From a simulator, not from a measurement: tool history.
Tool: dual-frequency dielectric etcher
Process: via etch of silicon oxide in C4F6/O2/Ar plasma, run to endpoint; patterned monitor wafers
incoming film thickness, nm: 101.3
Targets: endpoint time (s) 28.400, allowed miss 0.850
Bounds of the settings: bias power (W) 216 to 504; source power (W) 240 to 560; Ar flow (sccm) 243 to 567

run  hour  bias power (W)  source power (W)  Ar flow (sccm)  endpoint time (s)
  1   0.0             360               400             405             25.024
  2   8.7             336               390             408             25.807
  3   9.5             336               460             408             24.669
  4  16.2             309               440             415             26.042
  5  19.5             309               440             445             25.997
  6  27.1             309               500             445             25.136
  7  32.9             237               430             475             29.658
  8  41.0             244               430             474             29.502

Which of these 5 next moves meets every target?
  A  49.1             288               510             497                  ?
  B  49.1             216               430             448                  ?
  C  49.1             229               400             498                  ?
  D  49.1             274               420             480                  ?
  E  49.1             284               440             383                  ?

move  endpoint time (s)
   A             25.972
   B             30.955
   C             31.119
   D             28.321
   E             26.565
A: takes the result that was furthest off past its target
B: further off than the last run
C: further off than the last run
D: meets every target
E: takes the result that was furthest off past its target
Move D is the one to make.
